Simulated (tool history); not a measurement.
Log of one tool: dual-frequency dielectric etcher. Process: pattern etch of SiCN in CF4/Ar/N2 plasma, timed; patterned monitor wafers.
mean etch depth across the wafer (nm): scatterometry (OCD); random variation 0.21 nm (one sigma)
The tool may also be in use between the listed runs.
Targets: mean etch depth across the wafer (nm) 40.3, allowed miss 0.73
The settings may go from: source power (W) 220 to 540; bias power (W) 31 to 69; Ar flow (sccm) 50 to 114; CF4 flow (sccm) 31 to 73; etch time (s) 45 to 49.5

| run | day | source power (W) | bias power (W) | Ar flow (sccm) | CF4 flow (sccm) | etch time (s) | mean etch depth across the wafer (nm) |
|---|---|---|---|---|---|---|---|
| 1 | 0 | 380 | 50 | 82 | 52 | 49.5 | 30.728 |
| 2 | 0.238 | 380 | 50 | 70 | 52 | 49.5 | 31.941 |
| 3 | 0.538 | 420 | 50 | 70 | 52 | 49.5 | 34.766 |
| 4 | 0.829 | 420 | 50 | 70 | 52 | 49.5 | 34.853 |
| 5 | 1.058 | 380 | 50 | 70 | 52 | 49.5 | 31.898 |
| 6 | 1.142 | 380 | 50 | 70 | 52 | 45 | 28.819 |
| 7 | 1.333 | 460 | 51 | 70 | 52 | 45 | 35.173 |
| 8 | 1.458 | 470 | 51 | 70 | 52 | 45 | 35.6 |
| 9 | 1.567 | 480 | 51 | 70 | 52 | 45 | 36.255 |
| 10 | 1.596 | 490 | 51 | 70 | 52 | 45 | 37.149 |
| 11 | 1.9 | 500 | 51 | 70 | 52 | 45 | 37.839 |
| 12 | 1.971 | 510 | 51 | 70 | 52 | 45 | 38.528 |
| 13 | 2.083 | 520 | 51 | 70 | 52 | 45 | 39.148 |

5 next moves are on the table. One of them brings every result within its allowed miss. Which?
| A | 2.196 | 530 | 50 | 76 | 52 | 47 | ? |
| B | 2.196 | 460 | 55 | 51 | 52 | 45 | ? |
| C | 2.196 | 480 | 49 | 77 | 71 | 47.5 | ? |
| D | 2.196 | 480 | 59 | 69 | 45 | 45 | ? |
| E | 2.196 | 500 | 51 | 68 | 51 | 46 | ? |

| move | mean etch depth across the wafer (nm) |
|---|---|
| A | 40.411 |
| B | 38.421 |
| C | 38.634 |
| D | 37.791 |
| E | 38.622 |
A: meets every target
B: further off than the last run
C: further off than the last run
D: further off than the last run
E: further off than the last run
The right move is A.
